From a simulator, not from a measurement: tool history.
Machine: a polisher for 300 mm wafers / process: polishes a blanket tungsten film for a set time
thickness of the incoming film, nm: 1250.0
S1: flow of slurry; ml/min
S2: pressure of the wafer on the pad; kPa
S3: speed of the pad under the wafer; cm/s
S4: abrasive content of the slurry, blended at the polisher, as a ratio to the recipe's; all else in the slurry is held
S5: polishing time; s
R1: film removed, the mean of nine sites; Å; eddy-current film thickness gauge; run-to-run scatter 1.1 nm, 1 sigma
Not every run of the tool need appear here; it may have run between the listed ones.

run,day,S1,S2,S3,S4,S5,R1
1,0,120,25.5,104,1,64,2712.5
2,0.146,120,25.5,104,0.8,64,2466.5
3,0.483,120,25.5,128,0.8,64,3080.7
4,0.804,115,22.1,118,0.8,64,2547.5
5,1.017,115,20,106,0.8,64,2112.2
6,1.046,115,17.9,98,0.8,64,1818.4
7,1.362,115,16.5,92,0.8,64,1666.7

For run 8, what comes out?
8,1.708,115,15.2,86,0.8,64,?

Run 8 gave R1 1463.4 Å.
